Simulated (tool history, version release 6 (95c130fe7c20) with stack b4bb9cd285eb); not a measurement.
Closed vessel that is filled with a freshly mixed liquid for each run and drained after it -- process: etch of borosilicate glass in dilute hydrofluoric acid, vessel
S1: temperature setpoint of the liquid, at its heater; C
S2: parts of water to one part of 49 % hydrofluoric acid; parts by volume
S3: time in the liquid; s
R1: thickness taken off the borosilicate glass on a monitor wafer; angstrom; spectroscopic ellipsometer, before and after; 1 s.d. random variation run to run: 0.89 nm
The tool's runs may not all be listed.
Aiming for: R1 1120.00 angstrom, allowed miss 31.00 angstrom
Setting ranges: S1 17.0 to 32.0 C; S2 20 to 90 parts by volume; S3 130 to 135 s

run 1 day=0.000 | S1=24.0 S2=50 S3=130 | R1=782.70
run 2 day=0.258 | S1=26.0 S2=50 S3=130 | R1=848.68
run 3 day=0.475 | S1=26.0 S2=50 S3=135 | R1=880.00
run 4 day=0.796 | S1=27.5 S2=50 S3=135 | R1=930.23
run 5 day=0.912 | S1=27.5 S2=50 S3=135 | R1=928.83
run 6 day=1.192 | S1=28.5 S2=50 S3=135 | R1=981.51
run 7 day=1.262 | S1=29.5 S2=50 S3=135 | R1=1015.80
run 8 day=1.304 | S1=29.5 S2=50 S3=135 | R1=1004.80
run 9 day=1.538 | S1=30.0 S2=50 S3=135 | R1=1039.00
run 10 day=1.800 | S1=30.5 S2=50 S3=135 | R1=1061.50
run 11 day=2.171 | S1=31.0 S2=50 S3=135 | R1=1075.70

Which of these 4 next moves meets every target?
run A day=2.542 | S1=32.0 S2=50 S3=135 | R1=?
run B day=2.542 | S1=30.0 S2=50 S3=135 | R1=?
run C day=2.542 | S1=31.5 S2=45 S3=135 | R1=?
run D day=2.542 | S1=32.0 S2=45 S3=130 | R1=?

move=A R1=1107.70
move=B R1=1024.70
move=C R1=1216.90
move=D R1=1194.80
A: hits every target within its allowed miss
B: moves away from the targets compared with the last run
C: carries the result that was furthest off beyond its target, to the other side
D: carries the result that was furthest off beyond its target, to the other side
The right move is A.

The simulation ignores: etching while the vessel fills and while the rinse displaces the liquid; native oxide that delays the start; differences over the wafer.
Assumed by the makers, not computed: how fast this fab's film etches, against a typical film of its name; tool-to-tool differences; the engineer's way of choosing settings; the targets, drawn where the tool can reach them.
